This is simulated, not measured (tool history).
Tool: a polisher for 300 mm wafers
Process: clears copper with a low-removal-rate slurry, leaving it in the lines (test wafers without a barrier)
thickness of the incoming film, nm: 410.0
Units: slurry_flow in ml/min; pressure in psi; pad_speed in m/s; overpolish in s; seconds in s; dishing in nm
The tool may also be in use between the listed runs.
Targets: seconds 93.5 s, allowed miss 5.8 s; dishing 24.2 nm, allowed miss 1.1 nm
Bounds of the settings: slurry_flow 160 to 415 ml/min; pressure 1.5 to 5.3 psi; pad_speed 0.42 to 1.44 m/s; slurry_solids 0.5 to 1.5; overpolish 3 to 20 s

Run 1, hour 0: slurry_flow 265 ml/min, pressure 3.4 psi, pad_speed 0.92 m/s, slurry_solids 1, overpolish 10 s. Result: seconds 140.61 s, dishing 22.946 nm.
Run 2, hour 2.2: slurry_flow 265 ml/min, pressure 3.7 psi, pad_speed 0.92 m/s, slurry_solids 1, overpolish 9 s. Result: seconds 133.15 s, dishing 23.014 nm.
Run 3, hour 9.3: slurry_flow 265 ml/min, pressure 3.7 psi, pad_speed 0.92 m/s, slurry_solids 0.85, overpolish 9 s. Result: seconds 132.02 s, dishing 21.863 nm.
Run 4, hour 14.8: slurry_flow 265 ml/min, pressure 4 psi, pad_speed 0.92 m/s, slurry_solids 0.8, overpolish 8 s. Result: seconds 123.85 s, dishing 20.731 nm.
Run 5, hour 22.9: slurry_flow 265 ml/min, pressure 4 psi, pad_speed 1.14 m/s, slurry_solids 0.8, overpolish 8 s. Result: seconds 102.71 s, dishing 24.892 nm.
Run 6, hour 31.3: slurry_flow 265 ml/min, pressure 4.1 psi, pad_speed 1.14 m/s, slurry_solids 0.8, overpolish 8 s. Result: seconds 102.92 s, dishing 25.694 nm.
Run 7, hour 38.8: slurry_flow 265 ml/min, pressure 4.2 psi, pad_speed 1.14 m/s, slurry_solids 0.75, overpolish 8 s. Result: seconds 101.11 s, dishing 25.882 nm.
Run 8, hour 41.7: slurry_flow 265 ml/min, pressure 4.3 psi, pad_speed 1.14 m/s, slurry_solids 0.75, overpolish 8 s. Result: seconds 95.474 s, dishing 26.472 nm.

4 next moves are on the table. One of them brings every result within its allowed miss. Which?
Run A, hour 44.6: slurry_flow 265 ml/min, pressure 4.2 psi, pad_speed 1.18 m/s, slurry_solids 0.8, overpolish 7 s. Result: seconds ?, dishing ?.
Run B, hour 44.6: slurry_flow 285 ml/min, pressure 4.2 psi, pad_speed 1.1 m/s, slurry_solids 0.55, overpolish 8 s. Result: seconds ?, dishing ?.
Run C, hour 44.6: slurry_flow 310 ml/min, pressure 3.4 psi, pad_speed 1.24 m/s, slurry_solids 0.9, overpolish 7 s. Result: seconds ?, dishing ?.
Run D, hour 44.6: slurry_flow 280 ml/min, pressure 3.9 psi, pad_speed 1.24 m/s, slurry_solids 0.6, overpolish 10 s. Result: seconds ?, dishing ?.

move  seconds  dishing
   A   96.572   24.342
   B   110.03   24.408
   C   107.49   21.994
   D   103.35   31.311
A: meets every target
B: brings the result that was furthest off to its target, and leaves another outside
C: takes the result that was furthest off past its target
D: further off than the last run
Move A is the one to make.
